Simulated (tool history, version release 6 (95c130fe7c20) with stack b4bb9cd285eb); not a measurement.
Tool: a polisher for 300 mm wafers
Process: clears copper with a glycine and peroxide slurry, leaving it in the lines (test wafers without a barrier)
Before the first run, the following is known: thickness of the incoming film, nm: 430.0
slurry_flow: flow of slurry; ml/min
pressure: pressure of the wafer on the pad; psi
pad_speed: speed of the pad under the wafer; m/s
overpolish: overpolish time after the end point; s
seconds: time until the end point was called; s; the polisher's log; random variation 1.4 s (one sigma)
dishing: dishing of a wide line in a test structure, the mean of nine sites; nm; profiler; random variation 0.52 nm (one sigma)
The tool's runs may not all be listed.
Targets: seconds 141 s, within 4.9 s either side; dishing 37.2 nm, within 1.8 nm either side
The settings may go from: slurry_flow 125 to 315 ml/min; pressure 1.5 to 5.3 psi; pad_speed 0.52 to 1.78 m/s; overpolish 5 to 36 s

run	hour	slurry_flow	pressure	pad_speed	overpolish	seconds	dishing
1	0	205	3.4	1.14	18	63.916	49.66
2	2.3	200	3	1.06	18	75.195	44.715
3	4.1	195	2.7	1	19	87.684	43.753
4	12.8	190	2.5	0.98	19	95.195	42.857
5	21.3	185	2.3	0.96	19	103.7	40.783
6	27.6	185	2.3	0.68	19	133.69	34.606
7	35.9	180	2.3	0.68	20	135.26	35.153
8	40.8	175	2.3	0.68	21	134.22	36.565

Consider the 4 candidate settings below. Which is the only one whose results all fall within their allowed miss of target?
A	45.7	135	2.3	0.76	21	?	?
B	45.7	170	2.3	0.72	23	?	?
C	45.7	175	2.8	0.52	19	?	?
D	45.7	155	2.6	0.58	22	?	?

move	seconds	dishing
A	128.2	36.529
B	129.26	38.656
C	141.36	32.613
D	140.07	36.145
A: further off than the last run
B: further off than the last run
C: the worst result of the last run now meets its target, but another is out of spec
D: hits every target within its allowed miss
Go with D: it meets all targets.
